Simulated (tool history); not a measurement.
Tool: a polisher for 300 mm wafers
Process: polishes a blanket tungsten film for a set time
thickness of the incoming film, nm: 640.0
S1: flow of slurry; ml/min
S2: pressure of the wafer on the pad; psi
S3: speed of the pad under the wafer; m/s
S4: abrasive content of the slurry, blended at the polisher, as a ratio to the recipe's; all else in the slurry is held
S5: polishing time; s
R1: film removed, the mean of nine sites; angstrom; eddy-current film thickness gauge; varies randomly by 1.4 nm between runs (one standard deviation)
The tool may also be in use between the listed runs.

| run | hour | S1 | S2 | S3 | S4 | S5 | R1 |
|---|---|---|---|---|---|---|---|
| 1 | 0 | 245 | 4.3 | 0.92 | 1 | 23 | 1022.5 |
| 2 | 5.3 | 185 | 4.3 | 0.92 | 1 | 23 | 945.55 |
| 3 | 7.1 | 185 | 4.3 | 0.92 | 0.85 | 23 | 886.11 |
| 4 | 14.4 | 185 | 4.3 | 0.7 | 0.85 | 23 | 694.48 |
|  | 15.2 | slurry nozzle cleaned |
| 5 | 15.2 | 245 | 4.3 | 0.7 | 0.85 | 23 | 801.06 |
| 6 | 22.8 | 245 | 4.3 | 0.86 | 0.85 | 23 | 977.3 |

What will run 7 give?
| 7 | 24.6 | 275 | 4.7 | 0.86 | 0.85 | 23 | ? |

Logged for run 7: R1 1088 angstrom.
